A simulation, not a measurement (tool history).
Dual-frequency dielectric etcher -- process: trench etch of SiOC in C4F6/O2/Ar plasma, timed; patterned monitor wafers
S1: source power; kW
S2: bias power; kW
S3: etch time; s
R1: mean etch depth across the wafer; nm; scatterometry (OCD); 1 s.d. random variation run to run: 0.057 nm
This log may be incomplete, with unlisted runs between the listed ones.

run 1 hour=0 | S1=0.48 S2=0.135 S3=9 | R1=16.803
run 2 hour=0.6 | S1=0.54 S2=0.135 S3=9 | R1=17.588
run 3 hour=3 | S1=0.5 S2=0.123 S3=9 | R1=16.326
run 4 hour=6.5 | S1=0.46 S2=0.117 S3=9 | R1=15.555
-- hour=8 wet clean of the chamber
run 5 hour=8 | S1=0.51 S2=0.117 S3=9 | R1=15.719
run 6 hour=16.1 | S1=0.49 S2=0.11 S3=9 | R1=15.098
run 7 hour=21.1 | S1=0.47 S2=0.106 S3=9 | R1=14.549

Forecast run 8:
run 8 hour=23.2 | S1=0.45 S2=0.104 S3=9 | R1=?

Run 8 gave R1 14.22 nm.

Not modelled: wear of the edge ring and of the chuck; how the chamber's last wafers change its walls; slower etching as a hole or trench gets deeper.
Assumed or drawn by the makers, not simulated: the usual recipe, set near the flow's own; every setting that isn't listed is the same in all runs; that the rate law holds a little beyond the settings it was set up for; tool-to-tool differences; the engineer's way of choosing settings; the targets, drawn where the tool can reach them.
